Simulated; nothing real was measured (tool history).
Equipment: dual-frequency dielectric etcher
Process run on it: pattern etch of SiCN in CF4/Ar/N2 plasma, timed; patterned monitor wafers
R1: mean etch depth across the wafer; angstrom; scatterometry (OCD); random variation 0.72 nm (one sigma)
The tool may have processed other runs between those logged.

{"run": 1, "day": 0.0, "source power (W)": 350, "bias power (W)": 94, "Ar flow (sccm)": 76, "CF4 flow (sccm)": 79, "etch time (s)": 110.5, "R1": 907.77}
{"run": 2, "day": 0.104, "source power (W)": 360, "bias power (W)": 94, "Ar flow (sccm)": 76, "CF4 flow (sccm)": 79, "etch time (s)": 110.5, "R1": 932.0}
{"run": 3, "day": 0.15, "source power (W)": 360, "bias power (W)": 94, "Ar flow (sccm)": 76, "CF4 flow (sccm)": 79, "etch time (s)": 110.5, "R1": 944.06}
{"run": 4, "day": 0.317, "source power (W)": 370, "bias power (W)": 94, "Ar flow (sccm)": 76, "CF4 flow (sccm)": 79, "etch time (s)": 110.5, "R1": 957.35}
{"run": 5, "day": 0.579, "source power (W)": 380, "bias power (W)": 94, "Ar flow (sccm)": 76, "CF4 flow (sccm)": 79, "etch time (s)": 110.5, "R1": 985.73}
{"run": 6, "day": 0.758, "source power (W)": 390, "bias power (W)": 94, "Ar flow (sccm)": 76, "CF4 flow (sccm)": 79, "etch time (s)": 110.5, "R1": 1005.3}
{"run": 7, "day": 1.05, "source power (W)": 400, "bias power (W)": 94, "Ar flow (sccm)": 76, "CF4 flow (sccm)": 79, "etch time (s)": 110.5, "R1": 1016.4}

Run 8 is up next; what results do you expect?
{"run": 8, "day": 1.125, "source power (W)": 410, "bias power (W)": 94, "Ar flow (sccm)": 76, "CF4 flow (sccm)": 79, "etch time (s)": 110.5, "R1": "?"}

R1: 1038.50 angstrom
